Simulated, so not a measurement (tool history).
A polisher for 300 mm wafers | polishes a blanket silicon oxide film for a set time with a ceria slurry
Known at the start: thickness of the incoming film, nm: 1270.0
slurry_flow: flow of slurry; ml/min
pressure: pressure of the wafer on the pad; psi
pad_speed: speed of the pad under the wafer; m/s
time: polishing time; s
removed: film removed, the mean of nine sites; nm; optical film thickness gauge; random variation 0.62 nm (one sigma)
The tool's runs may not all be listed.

run,hour,slurry_flow,pressure,pad_speed,time,removed
1,0,135,2,1.1,21,75.915
2,6.4,145,2,1.1,21,76.284
3,9.6,150,2.1,1.1,21,80.928
4,17.4,150,2.1,0.86,21,62.364
5,23.4,140,2.1,0.86,21,62.714
6,30.2,140,2.2,0.86,21,64.936

Run 7 comes next. What will it give?
7,33.9,145,2.3,0.86,21,?

Run 7 gave removed 68.665 nm.
